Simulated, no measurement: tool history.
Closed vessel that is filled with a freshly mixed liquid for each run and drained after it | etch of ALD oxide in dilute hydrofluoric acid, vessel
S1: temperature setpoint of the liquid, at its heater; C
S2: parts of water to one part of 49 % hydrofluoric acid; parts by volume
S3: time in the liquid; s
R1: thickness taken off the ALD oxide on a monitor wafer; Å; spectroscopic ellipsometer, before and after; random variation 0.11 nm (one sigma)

{"run": 1, "hour": 0.0, "S1": 25.0, "S2": 40, "S3": 90, "R1": 435.68}
{"run": 2, "hour": 7.3, "S1": 25.0, "S2": 40, "S3": 95, "R1": 458.37}
{"run": 3, "hour": 11.0, "S1": 25.0, "S2": 40, "S3": 95, "R1": 458.11}
{"run": 4, "hour": 13.0, "S1": 23.0, "S2": 40, "S3": 95, "R1": 421.01}
{"run": 5, "hour": 15.6, "S1": 20.5, "S2": 40, "S3": 95, "R1": 381.57}
{"run": 6, "hour": 22.9, "S1": 19.5, "S2": 40, "S3": 95, "R1": 364.88}
{"run": 7, "hour": 25.3, "S1": 19.5, "S2": 40, "S3": 95, "R1": 363.59}
{"run": 8, "hour": 29.2, "S1": 19.0, "S2": 40, "S3": 95, "R1": 356.35}

Run 9 comes next. What will it give?
{"run": 9, "hour": 32.4, "S1": 18.5, "S2": 40, "S3": 95, "R1": "?"}

Run 9 gave R1 349.11 Å.
